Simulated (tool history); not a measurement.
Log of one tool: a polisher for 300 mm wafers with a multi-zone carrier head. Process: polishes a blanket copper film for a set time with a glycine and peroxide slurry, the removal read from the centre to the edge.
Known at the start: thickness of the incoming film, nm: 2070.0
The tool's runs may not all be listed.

run,hour,flow of slurry (ml/min),pressure of the head's centre zone,pressure of the head's middle zone,pressure of the head's edge zone,polishing time (s),film removed at the wafer's centre (Å),film removed at mid-radius (Å),film removed at the wafer's edge (Å)
1,0,130,1,1,1,32,1639.5,1650.8,1621.6
2,0.6,130,1,1,1,37,1886.1,1856,1854.9
3,3.8,120,0.96,0.97,0.99,33,1588.1,1592.4,1634.1
4,8.4,120,0.96,0.97,0.99,29,1405.7,1404.1,1417.2
5,10.8,110,0.92,0.97,1,28,1290.7,1332.8,1392.7
6,16.4,105,0.89,0.97,0.99,27,1177.6,1235.8,1280.3

The next listed run, before its measurement:
7,20.4,100,0.87,0.97,0.99,26,?,?,?

{"run 7": {"film removed at the wafer's centre (Å)": 1091.2, "film removed at mid-radius (Å)": 1186.7, "film removed at the wafer's edge (Å)": 1264}}
